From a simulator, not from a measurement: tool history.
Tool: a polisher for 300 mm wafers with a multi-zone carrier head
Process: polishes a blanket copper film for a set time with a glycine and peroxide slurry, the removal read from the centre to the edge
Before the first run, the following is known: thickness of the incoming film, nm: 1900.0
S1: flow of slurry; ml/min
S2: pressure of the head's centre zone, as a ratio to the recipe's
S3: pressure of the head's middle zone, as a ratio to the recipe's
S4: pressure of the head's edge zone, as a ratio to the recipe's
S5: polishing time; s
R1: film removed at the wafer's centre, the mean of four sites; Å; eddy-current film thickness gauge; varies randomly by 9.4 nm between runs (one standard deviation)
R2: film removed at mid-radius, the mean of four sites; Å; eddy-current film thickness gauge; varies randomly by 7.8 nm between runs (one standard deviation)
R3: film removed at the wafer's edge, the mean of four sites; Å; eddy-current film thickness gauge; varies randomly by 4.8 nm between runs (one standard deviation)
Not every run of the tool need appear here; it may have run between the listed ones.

Run 1, hour 0: S1 300 ml/min, S2 1, S3 1, S4 1, S5 79 s. Result: R1 6056.2 Å, R2 6333.8 Å, R3 6071 Å.
Run 2, hour 6.3: S1 300 ml/min, S2 0.96, S3 1, S4 1, S5 79 s. Result: R1 5835.3 Å, R2 6317 Å, R3 6061.8 Å.
Run 3, hour 7.6: S1 300 ml/min, S2 0.96, S3 1, S4 0.94, S5 79 s. Result: R1 5867.2 Å, R2 6192.1 Å, R3 5922.6 Å.
Run 4, hour 13.3: S1 300 ml/min, S2 0.96, S3 0.95, S4 0.94, S5 79 s. Result: R1 5801.1 Å, R2 5973 Å, R3 5923.3 Å.
Run 5, hour 16.2: S1 300 ml/min, S2 0.9, S3 0.95, S4 0.94, S5 79 s. Result: R1 5467.8 Å, R2 5978.1 Å, R3 5928.1 Å.
Run 6, hour 24.9: S1 300 ml/min, S2 0.84, S3 0.95, S4 0.94, S5 79 s. Result: R1 5087.2 Å, R2 5955.8 Å, R3 5969.2 Å.
Run 7, hour 28.2: S1 310 ml/min, S2 0.88, S3 0.95, S4 0.99, S5 81 s. Result: R1 5580 Å, R2 6369.6 Å, R3 6292.4 Å.
Run 8, hour 36.3: S1 310 ml/min, S2 0.88, S3 0.95, S4 0.99, S5 81 s. Result: R1 5460.6 Å, R2 6259.3 Å, R3 6267.8 Å.

Forecast run 9:
Run 9, hour 40.1: S1 310 ml/min, S2 0.88, S3 0.95, S4 0.99, S5 81 s. Result: R1 ?, R2 ?, R3 ?.

{"run 9": {"R1": 5581.3, "R2": 6207.5, "R3": 6230.5}}

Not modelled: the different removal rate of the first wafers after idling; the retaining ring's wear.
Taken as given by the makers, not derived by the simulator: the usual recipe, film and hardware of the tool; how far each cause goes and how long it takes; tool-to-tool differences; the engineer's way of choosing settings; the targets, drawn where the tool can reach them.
